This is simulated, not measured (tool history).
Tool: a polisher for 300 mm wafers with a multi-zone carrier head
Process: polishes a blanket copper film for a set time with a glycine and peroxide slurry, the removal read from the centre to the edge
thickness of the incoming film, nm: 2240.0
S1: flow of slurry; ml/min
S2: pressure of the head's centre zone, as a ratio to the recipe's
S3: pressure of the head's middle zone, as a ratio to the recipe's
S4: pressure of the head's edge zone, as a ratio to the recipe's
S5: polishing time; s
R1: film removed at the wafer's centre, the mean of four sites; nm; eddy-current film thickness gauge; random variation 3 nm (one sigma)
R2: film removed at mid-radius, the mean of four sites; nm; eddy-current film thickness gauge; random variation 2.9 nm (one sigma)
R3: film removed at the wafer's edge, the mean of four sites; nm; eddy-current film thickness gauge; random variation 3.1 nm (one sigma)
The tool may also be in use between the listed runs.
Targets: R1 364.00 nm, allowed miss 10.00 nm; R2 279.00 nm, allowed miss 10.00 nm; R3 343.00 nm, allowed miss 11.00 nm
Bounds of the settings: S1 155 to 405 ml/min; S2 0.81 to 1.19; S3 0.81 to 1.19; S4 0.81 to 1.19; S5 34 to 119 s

run 1 hour=0.0 | S1=260 S2=1.00 S3=1.00 S4=1.00 S5=76 | R1=452.95 R2=435.22 R3=462.73
run 2 hour=1.4 | S1=255 S2=1.01 S3=0.98 S4=0.99 S5=74 | R1=445.05 R2=418.68 R3=450.60
run 3 hour=2.8 | S1=280 S2=1.01 S3=0.98 S4=0.99 S5=74 | R1=451.42 R2=428.51 R3=453.33
run 4 hour=7.0 | S1=270 S2=1.02 S3=0.96 S4=0.98 S5=72 | R1=434.93 R2=405.52 R3=438.06
run 5 hour=11.2 | S1=260 S2=1.03 S3=0.94 S4=0.97 S5=70 | R1=418.36 R2=385.42 R3=431.93
run 6 hour=18.1 | S1=260 S2=1.03 S3=0.94 S4=1.05 S5=70 | R1=423.42 R2=388.46 R3=434.81
-- hour=22.3 edge zone pressure recalibrated
run 7 hour=22.3 | S1=260 S2=1.05 S3=0.93 S4=1.05 S5=68 | R1=419.86 R2=370.42 R3=413.98
run 8 hour=25.1 | S1=255 S2=1.06 S3=0.92 S4=1.05 S5=67 | R1=419.90 R2=362.09 R3=402.64

5 next moves are on the table. One of them brings every result within its allowed miss. Which?
run A hour=27.9 | S1=215 S2=1.19 S3=0.86 S4=0.99 S5=56 | R1=? R2=? R3=?
run B hour=27.9 | S1=170 S2=1.19 S3=0.89 S4=1.02 S5=60 | R1=? R2=? R3=?
run C hour=27.9 | S1=275 S2=1.05 S3=1.08 S4=1.14 S5=65 | R1=? R2=? R3=?
run D hour=27.9 | S1=230 S2=1.15 S3=0.89 S4=1.19 S5=54 | R1=? R2=? R3=?
run E hour=27.9 | S1=225 S2=1.18 S3=0.90 S4=1.03 S5=53 | R1=? R2=? R3=?

move=A R1=382.93 R2=279.92 R3=324.93
move=B R1=392.18 R2=296.31 R3=342.12
move=C R1=407.99 R2=406.37 R3=409.79
move=D R1=361.02 R2=280.37 R3=342.29
move=E R1=362.19 R2=276.90 R3=314.13
A: brings the result that was furthest off to its target, and leaves another outside
B: nearer than the last run, and not there yet
C: further off than the last run
D: meets every target
E: brings the result that was furthest off to its target, and leaves another outside
Move D is the one to make.
